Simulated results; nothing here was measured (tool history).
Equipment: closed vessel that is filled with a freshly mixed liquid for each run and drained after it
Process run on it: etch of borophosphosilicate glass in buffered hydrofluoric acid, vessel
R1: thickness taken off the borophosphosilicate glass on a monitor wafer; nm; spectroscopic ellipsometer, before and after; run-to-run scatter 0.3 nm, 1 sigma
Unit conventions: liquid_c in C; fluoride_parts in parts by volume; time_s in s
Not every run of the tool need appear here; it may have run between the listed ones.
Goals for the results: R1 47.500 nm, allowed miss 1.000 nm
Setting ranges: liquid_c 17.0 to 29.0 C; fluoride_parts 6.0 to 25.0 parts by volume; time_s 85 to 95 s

{"run": 1, "hour": 0.0, "liquid_c": 21.0, "fluoride_parts": 15.5, "time_s": 85, "R1": 63.579}
{"run": 2, "hour": 8.8, "liquid_c": 20.5, "fluoride_parts": 15.5, "time_s": 85, "R1": 60.833}
{"run": 3, "hour": 18.1, "liquid_c": 20.5, "fluoride_parts": 15.5, "time_s": 95, "R1": 68.987}
{"run": 4, "hour": 26.2, "liquid_c": 20.5, "fluoride_parts": 12.5, "time_s": 95, "R1": 84.28}
{"run": 5, "hour": 32.8, "liquid_c": 20.0, "fluoride_parts": 13.5, "time_s": 95, "R1": 75.68}
{"run": 6, "hour": 33.8, "liquid_c": 19.5, "fluoride_parts": 14.5, "time_s": 95, "R1": 69.745}
{"run": 7, "hour": 37.2, "liquid_c": 19.0, "fluoride_parts": 15.0, "time_s": 95, "R1": 64.46}
{"run": 8, "hour": 42.0, "liquid_c": 18.5, "fluoride_parts": 15.5, "time_s": 95, "R1": 61.497}
{"run": 9, "hour": 45.0, "liquid_c": 18.5, "fluoride_parts": 15.5, "time_s": 95, "R1": 61.256}
{"run": 10, "hour": 53.8, "liquid_c": 18.0, "fluoride_parts": 16.0, "time_s": 95, "R1": 57.605}
{"run": 11, "hour": 58.2, "liquid_c": 18.0, "fluoride_parts": 16.5, "time_s": 95, "R1": 55.43}
{"run": 12, "hour": 65.2, "liquid_c": 17.5, "fluoride_parts": 17.5, "time_s": 95, "R1": 51.571}

Which single option among these 5 for the next run brings every result within its allowed miss of target? Just one does.
{"run": "A", "hour": 72.2, "liquid_c": 19.0, "fluoride_parts": 19.5, "time_s": 95, "R1": "?"}
{"run": "B", "hour": 72.2, "liquid_c": 17.0, "fluoride_parts": 17.5, "time_s": 90, "R1": "?"}
{"run": "C", "hour": 72.2, "liquid_c": 17.0, "fluoride_parts": 15.5, "time_s": 85, "R1": "?"}
{"run": "D", "hour": 72.2, "liquid_c": 17.0, "fluoride_parts": 19.0, "time_s": 90, "R1": "?"}
{"run": "E", "hour": 72.2, "liquid_c": 18.5, "fluoride_parts": 21.5, "time_s": 95, "R1": "?"}

move=A R1=50.122
move=B R1=47.246
move=C R1=50.324
move=D R1=43.543
move=E R1=45.204
A: better than the last run, though not everything is in spec
B: all results in spec
C: better than the last run, though not everything is in spec
D: the result that was furthest off in the last run now lies on the other side of its target
E: the result that was furthest off in the last run now lies on the other side of its target
Answer: B

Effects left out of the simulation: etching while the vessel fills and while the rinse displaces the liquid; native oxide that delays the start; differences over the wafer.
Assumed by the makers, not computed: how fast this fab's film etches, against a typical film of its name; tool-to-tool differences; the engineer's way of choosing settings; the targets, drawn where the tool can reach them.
